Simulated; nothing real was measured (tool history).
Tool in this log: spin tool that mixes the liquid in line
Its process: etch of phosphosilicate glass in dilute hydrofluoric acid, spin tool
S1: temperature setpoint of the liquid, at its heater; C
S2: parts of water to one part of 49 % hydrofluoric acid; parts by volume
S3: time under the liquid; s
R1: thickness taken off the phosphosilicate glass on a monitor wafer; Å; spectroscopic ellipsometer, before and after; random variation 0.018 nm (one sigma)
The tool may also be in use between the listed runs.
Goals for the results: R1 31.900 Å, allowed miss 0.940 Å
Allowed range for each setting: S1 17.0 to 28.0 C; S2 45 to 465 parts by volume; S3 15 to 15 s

run  hour    S1   S2  S3      R1
  1   0.0  20.0  255  15  41.942
  2   6.2  19.0  265  15  38.313
  3  11.7  19.0  265  15  38.577
  4  18.0  22.5  265  15  43.425
  5  19.0  21.0  275  15  39.952
  6  26.8  19.5  275  15  37.589
  7  29.8  19.0  280  15  36.095
  8  32.7  18.5  285  15  34.567
  9  39.6  18.0  285  15  33.834
 10  43.3  17.5  285  15  33.078
 11  44.6  17.5  285  15  32.995

Exactly one of the 5 candidate moves below puts every result within its allowed miss. Which one?
  A  45.9  17.0  270  15   ?
  B  45.9  18.0  280  15   ?
  C  45.9  17.5  305  15   ?
  D  45.9  17.0  290  15   ?
  E  45.9  17.0  265  15   ?

move      R1
   A  34.263
   B  34.078
   C  30.068
   D  31.389
   E  35.052
A: its largest miss is bigger than the last run's
B: its largest miss is bigger than the last run's
C: pushes the last run's worst result past its target
D: all results land within tolerance of their targets
E: its largest miss is bigger than the last run's
So the answer is move D, the one that meets all the targets.
